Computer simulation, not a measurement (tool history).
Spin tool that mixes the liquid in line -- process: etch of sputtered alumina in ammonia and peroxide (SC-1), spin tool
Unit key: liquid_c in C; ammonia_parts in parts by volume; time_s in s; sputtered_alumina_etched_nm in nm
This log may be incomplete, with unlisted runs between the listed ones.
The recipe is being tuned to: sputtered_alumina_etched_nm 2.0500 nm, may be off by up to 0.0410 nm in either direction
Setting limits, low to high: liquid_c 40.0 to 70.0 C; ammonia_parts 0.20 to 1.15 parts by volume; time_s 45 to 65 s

run,day,liquid_c,ammonia_parts,time_s,sputtered_alumina_etched_nm
1,0.000,56.0,0.65,65,4.0644
2,0.229,52.0,0.65,65,3.2796
3,0.558,52.0,0.65,45,2.2849
4,0.875,52.0,0.75,45,2.3294
5,0.912,52.0,0.75,65,3.3522
6,1.100,49.5,0.75,65,2.9037
7,1.162,47.5,0.75,65,2.6260
8,1.438,46.0,0.75,65,2.3985
9,1.662,45.0,0.75,65,2.2675
10,1.775,45.0,0.75,65,2.2652
11,2.058,42.5,0.75,65,1.9919

Exactly one of the 4 candidate moves below puts every result within its allowed miss. Which one?
A,2.342,43.5,0.80,65,?
B,2.342,44.0,0.75,65,?
C,2.342,43.0,0.80,65,?
D,2.342,44.0,0.80,65,?

move,sputtered_alumina_etched_nm
A,2.1105
B,2.1577
C,2.0514
D,2.1710
A: takes the biggest miss from the last run beyond its target
B: takes the biggest miss from the last run beyond its target
C: hits every target within its allowed miss
D: takes the biggest miss from the last run beyond its target
The right move is C.

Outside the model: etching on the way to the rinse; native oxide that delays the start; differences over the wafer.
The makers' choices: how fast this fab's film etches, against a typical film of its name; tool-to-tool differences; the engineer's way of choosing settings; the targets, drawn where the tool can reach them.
